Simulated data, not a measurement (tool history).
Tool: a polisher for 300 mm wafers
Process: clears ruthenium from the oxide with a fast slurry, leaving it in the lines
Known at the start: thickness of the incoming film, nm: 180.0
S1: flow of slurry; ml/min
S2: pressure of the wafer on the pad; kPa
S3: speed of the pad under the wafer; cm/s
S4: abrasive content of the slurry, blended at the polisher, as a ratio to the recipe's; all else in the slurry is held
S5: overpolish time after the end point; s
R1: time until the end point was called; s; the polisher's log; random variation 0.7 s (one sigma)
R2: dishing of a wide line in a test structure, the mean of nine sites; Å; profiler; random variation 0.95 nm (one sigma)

run,hour,S1,S2,S3,S4,S5,R1,R2
1,0.0,210,15.2,102,1.0,18,50.713,431.48
2,1.1,210,14.5,102,1.0,20,53.457,445.15
3,5.0,210,13.8,102,1.0,22,55.434,463.59
4,6.1,210,13.8,122,1.0,22,50.354,494.81
5,7.4,210,13.8,134,1.0,22,47.746,548.50
6,13.4,205,13.1,134,1.0,23,50.081,522.50

The next listed run, before its measurement:
7,16.1,185,9.7,130,1.0,32,?,?

R1: 68.400 s
R2: 537.63 Å
